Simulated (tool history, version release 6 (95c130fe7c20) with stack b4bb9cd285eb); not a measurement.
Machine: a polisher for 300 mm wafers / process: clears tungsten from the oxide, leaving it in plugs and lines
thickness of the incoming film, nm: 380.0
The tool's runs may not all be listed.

run	hour	flow of slurry (ml/min)	pressure of the wafer on the pad (psi)	speed of the pad under the wafer (cm/s)	abrasive content of the slurry	overpolish time after the end point (s)	time until the end point was called (s)
1	0.0	130	4.5	108	1.00	15	53.669
2	3.5	130	5.0	110	1.00	15	46.596
3	6.4	130	5.3	112	1.00	15	44.010
4	12.7	130	5.3	112	0.85	15	46.830
5	16.6	130	5.3	112	0.85	15	46.200
6	23.7	130	4.8	112	0.85	15	51.798
7	26.0	130	6.1	120	0.85	15	38.509

The next listed run, before its measurement:
8	30.3	130	6.3	120	0.85	15	?

{"run 8": {"time until the end point was called (s)": 38.032}}
